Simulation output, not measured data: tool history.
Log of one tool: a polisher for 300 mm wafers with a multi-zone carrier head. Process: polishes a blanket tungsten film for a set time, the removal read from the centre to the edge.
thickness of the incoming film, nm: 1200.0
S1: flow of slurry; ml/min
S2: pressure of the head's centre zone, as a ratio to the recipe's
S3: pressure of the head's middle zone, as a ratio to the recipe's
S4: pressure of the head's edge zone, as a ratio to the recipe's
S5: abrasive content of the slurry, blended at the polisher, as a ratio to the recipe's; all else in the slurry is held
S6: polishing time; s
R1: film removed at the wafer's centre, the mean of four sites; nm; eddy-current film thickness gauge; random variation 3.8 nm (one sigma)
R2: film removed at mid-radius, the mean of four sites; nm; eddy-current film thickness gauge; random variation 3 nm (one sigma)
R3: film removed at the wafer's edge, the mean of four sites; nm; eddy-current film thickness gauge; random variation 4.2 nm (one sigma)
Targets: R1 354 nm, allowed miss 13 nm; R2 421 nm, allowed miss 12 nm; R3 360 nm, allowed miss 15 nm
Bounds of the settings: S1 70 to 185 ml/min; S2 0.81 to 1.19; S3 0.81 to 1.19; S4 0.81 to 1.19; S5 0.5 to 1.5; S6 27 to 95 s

run,day,S1,S2,S3,S4,S5,S6,R1,R2,R3
1,0,120,1,1,1,1,61,348.77,351.23,348.65
2,0.162,135,0.98,1.04,0.99,1,61,357.58,370.65,349.6
3,0.321,135,0.98,1.04,0.99,1,55,316.86,335.67,314.41
4,0.696,145,0.97,1.09,1.03,1.1,55,326.37,367.02,337.45
5,0.917,160,0.97,1.09,1.03,1.1,55,343.43,367.41,336.37
6,1.029,175,0.97,1.09,1.03,1.1,55,338.51,378.01,340.62
7,1.146,175,0.97,1.12,1.04,1.15,55,350.38,384.47,360.57
8,1.179,180,0.95,1.14,1,1.15,56,346.58,403.39,360.8

4 next moves are on the table. One of them brings every result within its allowed miss. Which?
A,1.212,185,0.88,1.19,0.95,1.05,58,?,?,?
B,1.212,165,0.86,1.19,0.93,1.05,62,?,?,?
C,1.212,140,0.97,1.19,1.01,1.05,61,?,?,?
D,1.212,185,1.04,1.14,0.98,1.2,57,?,?,?

move,R1,R2,R3
A,330.08,424.86,342.51
B,337.5,445.42,357.33
C,360.31,423.8,357.09
D,398.18,419.61,356.02
A: brings the result that was furthest off to its target, and leaves another outside
B: takes the result that was furthest off past its target
C: meets every target
D: brings the result that was furthest off to its target, and leaves another outside
Answer: C
